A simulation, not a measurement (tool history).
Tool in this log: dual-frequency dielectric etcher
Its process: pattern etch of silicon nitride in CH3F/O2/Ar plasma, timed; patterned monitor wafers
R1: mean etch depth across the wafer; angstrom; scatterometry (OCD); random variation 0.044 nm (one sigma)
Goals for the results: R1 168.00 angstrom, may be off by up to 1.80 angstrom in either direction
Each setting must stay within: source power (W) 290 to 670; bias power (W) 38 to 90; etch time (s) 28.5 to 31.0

run 1 hour=0.0 | source_power_(W)=480 bias_power_(W)=64 etch_time_(s)=31.0 | R1=212.27
run 2 hour=0.9 | source_power_(W)=480 bias_power_(W)=57 etch_time_(s)=31.0 | R1=205.14
run 3 hour=3.5 | source_power_(W)=450 bias_power_(W)=55 etch_time_(s)=31.0 | R1=197.66
run 4 hour=12.0 | source_power_(W)=450 bias_power_(W)=47 etch_time_(s)=31.0 | R1=187.17
run 5 hour=15.7 | source_power_(W)=430 bias_power_(W)=47 etch_time_(s)=31.0 | R1=184.18
run 6 hour=18.6 | source_power_(W)=410 bias_power_(W)=47 etch_time_(s)=31.0 | R1=181.05
run 7 hour=24.0 | source_power_(W)=310 bias_power_(W)=46 etch_time_(s)=31.0 | R1=160.44
run 8 hour=31.4 | source_power_(W)=320 bias_power_(W)=46 etch_time_(s)=31.0 | R1=163.53

5 next moves are on the table. One of them brings every result within its allowed miss. Which?
run A hour=38.8 | source_power_(W)=340 bias_power_(W)=44 etch_time_(s)=31.0 | R1=?
run B hour=38.8 | source_power_(W)=330 bias_power_(W)=43 etch_time_(s)=31.0 | R1=?
run C hour=38.8 | source_power_(W)=360 bias_power_(W)=44 etch_time_(s)=31.0 | R1=?
run D hour=38.8 | source_power_(W)=400 bias_power_(W)=47 etch_time_(s)=28.5 | R1=?
run E hour=38.8 | source_power_(W)=320 bias_power_(W)=48 etch_time_(s)=30.0 | R1=?

move=A R1=165.31
move=B R1=162.22
move=C R1=169.09
move=D R1=165.39
move=E R1=160.51
A: gains on the last run, yet a result remains outside its allowed miss
B: misses by more than the last run did
C: every result lands within tolerance
D: gains on the last run, yet a result remains outside its allowed miss
E: misses by more than the last run did
So the answer is move C, the one that meets all the targets.
